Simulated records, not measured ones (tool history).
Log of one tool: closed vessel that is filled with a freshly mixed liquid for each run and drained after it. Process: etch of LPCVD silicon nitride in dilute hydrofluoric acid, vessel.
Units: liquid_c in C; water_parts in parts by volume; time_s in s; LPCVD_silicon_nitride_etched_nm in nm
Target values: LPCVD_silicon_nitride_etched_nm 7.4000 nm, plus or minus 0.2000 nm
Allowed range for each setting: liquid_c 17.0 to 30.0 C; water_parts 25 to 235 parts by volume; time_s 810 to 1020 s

run	hour	liquid_c	water_parts	time_s	LPCVD_silicon_nitride_etched_nm
1	0.0	22.0	130	1020	3.2916
2	5.8	24.5	120	1020	4.1672
3	13.1	24.5	95	1020	5.3583
4	17.0	21.0	95	1020	4.1611
5	24.2	23.5	95	1020	4.9853
6	33.1	23.5	95	1020	4.9208
7	40.0	25.5	95	1020	5.6206
8	44.4	27.0	95	1020	6.1721
9	48.5	28.0	95	1020	6.6539
10	52.3	28.5	95	1020	6.8102

Pick the move, out of 5, that brings all results within their allowed miss; only one does.
A	56.1	28.5	75	810	?
B	56.1	28.0	100	1005	?
C	56.1	30.0	90	1020	?
D	56.1	27.5	90	950	?
E	56.1	30.0	95	995	?

move	LPCVD_silicon_nitride_etched_nm
A	6.8551
B	6.1824
C	7.9161
D	6.2871
E	7.3141
A: closer than the last run, but not yet in spec
B: further off than the last run
C: carries the result that was furthest off beyond its target, to the other side
D: further off than the last run
E: all results in spec
Answer: E

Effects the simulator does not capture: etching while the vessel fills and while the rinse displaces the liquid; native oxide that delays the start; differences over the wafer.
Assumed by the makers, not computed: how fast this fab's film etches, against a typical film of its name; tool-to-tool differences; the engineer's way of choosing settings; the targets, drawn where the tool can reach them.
